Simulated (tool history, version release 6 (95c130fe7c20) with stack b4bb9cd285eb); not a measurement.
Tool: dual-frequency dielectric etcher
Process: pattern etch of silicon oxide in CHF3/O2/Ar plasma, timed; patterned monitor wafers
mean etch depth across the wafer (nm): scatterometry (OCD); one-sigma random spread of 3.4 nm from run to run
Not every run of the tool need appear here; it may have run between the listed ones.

run,hour,source power (kW),bias power (kW),etch time (s),mean etch depth across the wafer (nm)
1,0.0,0.630,0.213,604,1259.8
2,4.5,0.650,0.213,604,1273.4
3,6.2,0.660,0.213,604,1272.3
4,7.7,0.680,0.214,604,1292.4
5,10.3,0.690,0.214,604,1298.9
6,11.9,0.690,0.214,604,1297.6
7,16.1,0.700,0.214,604,1304.2
8,24.8,0.710,0.214,604,1313.3
9,31.9,0.720,0.214,604,1317.3

Forecast run 10:
10,34.0,0.730,0.214,604,?

{"run 10": {"mean etch depth across the wafer (nm)": 1324.7}}

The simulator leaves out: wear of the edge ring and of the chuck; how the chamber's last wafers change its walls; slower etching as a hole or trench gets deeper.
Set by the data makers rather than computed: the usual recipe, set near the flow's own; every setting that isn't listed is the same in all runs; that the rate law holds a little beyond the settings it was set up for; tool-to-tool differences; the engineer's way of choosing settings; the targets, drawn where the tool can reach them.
